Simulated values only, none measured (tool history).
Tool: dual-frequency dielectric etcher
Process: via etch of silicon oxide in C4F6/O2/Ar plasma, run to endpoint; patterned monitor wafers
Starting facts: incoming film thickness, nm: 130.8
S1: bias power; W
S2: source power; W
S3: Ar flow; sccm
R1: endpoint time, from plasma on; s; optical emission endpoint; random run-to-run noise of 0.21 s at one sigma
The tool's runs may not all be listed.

{"run": 1, "hour": 0.0, "S1": 397, "S2": 360, "S3": 246, "R1": 32.764}
{"run": 2, "hour": 4.5, "S1": 397, "S2": 410, "S3": 246, "R1": 30.922}
{"run": 3, "hour": 13.3, "S1": 436, "S2": 410, "S3": 246, "R1": 29.742}
{"run": 4, "hour": 20.0, "S1": 408, "S2": 400, "S3": 248, "R1": 30.857}
{"run": 5, "hour": 21.4, "S1": 408, "S2": 380, "S3": 248, "R1": 31.443}
{"run": 6, "hour": 26.1, "S1": 456, "S2": 380, "S3": 248, "R1": 29.79}
{"run": 7, "hour": 28.9, "S1": 426, "S2": 380, "S3": 249, "R1": 30.709}
{"run": 8, "hour": 37.2, "S1": 400, "S2": 380, "S3": 249, "R1": 31.735}
{"run": 9, "hour": 39.5, "S1": 321, "S2": 360, "S3": 252, "R1": 36.566}

The next listed run, before its measurement:
{"run": 10, "hour": 44.7, "S1": 317, "S2": 360, "S3": 252, "R1": "?"}

Run 10 yielded R1 36.8 s.

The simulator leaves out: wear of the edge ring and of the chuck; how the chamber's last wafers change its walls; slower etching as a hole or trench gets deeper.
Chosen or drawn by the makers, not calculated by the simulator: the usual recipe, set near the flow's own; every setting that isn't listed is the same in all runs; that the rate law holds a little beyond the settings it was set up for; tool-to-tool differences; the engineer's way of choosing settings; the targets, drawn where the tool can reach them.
